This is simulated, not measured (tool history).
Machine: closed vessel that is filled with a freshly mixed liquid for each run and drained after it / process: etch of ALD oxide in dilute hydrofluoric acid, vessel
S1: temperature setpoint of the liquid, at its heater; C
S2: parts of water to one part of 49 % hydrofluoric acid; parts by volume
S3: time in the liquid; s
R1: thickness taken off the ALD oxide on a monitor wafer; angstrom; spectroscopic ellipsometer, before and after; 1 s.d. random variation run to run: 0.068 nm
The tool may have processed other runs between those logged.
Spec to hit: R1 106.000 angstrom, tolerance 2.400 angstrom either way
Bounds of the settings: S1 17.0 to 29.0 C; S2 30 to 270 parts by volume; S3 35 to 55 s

| run | day | S1 | S2 | S3 | R1 |
|---|---|---|---|---|---|
| 1 | 0.000 | 21.0 | 150 | 55 | 50.643 |
| 2 | 0.125 | 23.0 | 135 | 55 | 62.187 |
| 3 | 0.429 | 23.0 | 135 | 55 | 62.137 |
| 4 | 0.783 | 24.5 | 125 | 55 | 71.407 |
| 5 | 0.842 | 25.5 | 120 | 55 | 78.608 |
| 6 | 1.088 | 28.5 | 120 | 55 | 87.748 |
| 7 | 1.321 | 28.5 | 115 | 55 | 90.886 |
| 8 | 1.521 | 28.5 | 110 | 55 | 97.284 |

Which single option among these 5 for the next run brings every result within its allowed miss of target? Just one does.
| A | 1.721 | 26.5 | 105 | 55 | ? |
| B | 1.721 | 26.5 | 100 | 55 | ? |
| C | 1.721 | 26.5 | 95 | 55 | ? |
| D | 1.721 | 29.0 | 110 | 55 | ? |
| E | 1.721 | 28.0 | 120 | 55 | ? |

| move | R1 |
|---|---|
| A | 94.661 |
| B | 99.985 |
| C | 105.890 |
| D | 98.834 |
| E | 86.154 |
A: misses by more than the last run did
B: better than the last run, though not everything is in spec
C: hits every target within its allowed miss
D: better than the last run, though not everything is in spec
E: misses by more than the last run did
Answer: C
